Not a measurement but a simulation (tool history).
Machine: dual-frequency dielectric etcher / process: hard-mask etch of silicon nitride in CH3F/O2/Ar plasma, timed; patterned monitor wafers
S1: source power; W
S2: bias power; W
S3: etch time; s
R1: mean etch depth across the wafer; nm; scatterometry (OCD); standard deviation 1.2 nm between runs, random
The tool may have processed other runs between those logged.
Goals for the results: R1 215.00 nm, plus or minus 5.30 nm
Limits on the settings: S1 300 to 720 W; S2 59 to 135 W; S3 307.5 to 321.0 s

run    day   S1  S2     S3      R1
  1  0.000  510  97  307.5  259.91
  2  0.375  470  93  307.5  252.00
  3  0.558  430  87  307.5  235.82
  4  0.933  430  74  307.5  222.38
  5  1.117  520  74  307.5  235.81
  6  1.288  500  73  307.5  232.73
  7  1.650  480  72  307.5  229.62
  8  2.021  460  71  307.5  222.06
  9  2.075  450  71  307.5  222.98

Of the 4 settings listed for the next run, only one would bring every result within its allowed miss of target. Which one?
  A  2.129  420  67  313.0   ?
  B  2.129  350  70  317.0   ?
  C  2.129  360  64  321.0   ?
  D  2.129  420  60  307.5   ?

move      R1
   A  212.50
   B  203.68
   C  201.16
   D  199.81
A: meets every target
B: the result that was furthest off in the last run now lies on the other side of its target
C: the result that was furthest off in the last run now lies on the other side of its target
D: the result that was furthest off in the last run now lies on the other side of its target
So the answer is move A, the one that meets all the targets.

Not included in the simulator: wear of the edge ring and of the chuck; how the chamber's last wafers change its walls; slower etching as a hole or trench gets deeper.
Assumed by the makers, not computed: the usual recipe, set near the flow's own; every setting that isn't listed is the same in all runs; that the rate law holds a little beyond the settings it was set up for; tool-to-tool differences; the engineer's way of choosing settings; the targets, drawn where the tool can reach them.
